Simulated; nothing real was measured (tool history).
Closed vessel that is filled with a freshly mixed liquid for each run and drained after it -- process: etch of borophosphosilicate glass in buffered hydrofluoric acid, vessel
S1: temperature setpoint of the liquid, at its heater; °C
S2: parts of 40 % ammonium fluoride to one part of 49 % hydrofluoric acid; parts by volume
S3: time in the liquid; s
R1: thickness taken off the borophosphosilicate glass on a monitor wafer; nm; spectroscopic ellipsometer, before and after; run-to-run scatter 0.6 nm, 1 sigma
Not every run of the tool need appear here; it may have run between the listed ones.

run  hour    S1   S2   S3      R1
  1     0    24  9.5  100  123.56
  2   5.4  23.5  9.5  100  119.33
  3   8.3  23.5  9.5  105  127.72
  4  10.9    26  9.5  105  143.73
  5  17.8  24.5  9.5  105  133.04
  6  26.7  24.5  9.5  105  131.81
  7  27.9  23.5  9.5  105  127.87
  8  30.3  22.5  9.5  105  121.46
  9  36.3    22  9.5  105  115.99
 10  42.3  21.5  9.5  105  113.37
 11  47.8    21  9.5  105  111.31
     52.2  -- thermometer replaced
 12  52.2  20.5  9.5  105  116.61
 13  56.2    20  9.5  105  112.14
 14  59.5  19.5  9.5  105  110.14

The next listed run, before its measurement:
 15  67.1  19  9.5  105   ?

R1: 107.32 nm
